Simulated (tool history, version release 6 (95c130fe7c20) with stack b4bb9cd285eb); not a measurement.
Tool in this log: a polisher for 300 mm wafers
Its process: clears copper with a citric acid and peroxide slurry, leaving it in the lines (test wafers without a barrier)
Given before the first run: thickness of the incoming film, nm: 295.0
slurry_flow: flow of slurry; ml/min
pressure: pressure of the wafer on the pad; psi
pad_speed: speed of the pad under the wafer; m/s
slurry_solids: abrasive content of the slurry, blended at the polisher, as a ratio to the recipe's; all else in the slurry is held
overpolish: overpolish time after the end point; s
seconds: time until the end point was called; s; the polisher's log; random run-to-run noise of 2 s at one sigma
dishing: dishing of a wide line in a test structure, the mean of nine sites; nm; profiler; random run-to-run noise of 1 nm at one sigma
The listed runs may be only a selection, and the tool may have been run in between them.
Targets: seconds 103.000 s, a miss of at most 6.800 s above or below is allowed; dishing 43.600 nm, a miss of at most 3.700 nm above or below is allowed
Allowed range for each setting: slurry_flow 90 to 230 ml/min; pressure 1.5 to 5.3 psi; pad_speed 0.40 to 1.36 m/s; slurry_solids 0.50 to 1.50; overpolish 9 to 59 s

run	day	slurry_flow	pressure	pad_speed	slurry_solids	overpolish	seconds	dishing
1	0.000	150	3.4	0.88	1.00	30	150.330	30.889
2	0.129	150	3.4	0.88	1.15	30	147.890	31.738
3	0.279	130	3.4	0.88	1.15	30	149.850	31.103
4	0.325	130	3.4	0.88	1.15	18	147.530	21.191
5	0.496	130	3.4	0.88	1.35	18	145.520	21.350
6	0.783	130	3.7	0.88	1.35	21	133.310	27.145
7	0.996	130	3.9	0.88	1.35	22	126.200	26.698
8	1.050	130	4.0	0.88	1.35	25	123.110	30.360

4 next moves are on the table. One of them brings every result within its allowed miss. Which?
A	1.104	145	5.3	0.96	1.20	31	?	?
B	1.104	90	4.7	0.98	1.10	30	?	?
C	1.104	115	4.6	1.14	1.25	33	?	?
D	1.104	150	4.2	1.04	1.20	42	?	?

move	seconds	dishing
A	87.185	39.735
B	107.670	35.101
C	88.549	40.104
D	101.270	41.506
A: an improvement on the last run, though not all results are within tolerance
B: an improvement on the last run, though not all results are within tolerance
C: brings the last run's worst result on target, with another outside its allowed miss
D: every result within its allowed miss
The right move is D.

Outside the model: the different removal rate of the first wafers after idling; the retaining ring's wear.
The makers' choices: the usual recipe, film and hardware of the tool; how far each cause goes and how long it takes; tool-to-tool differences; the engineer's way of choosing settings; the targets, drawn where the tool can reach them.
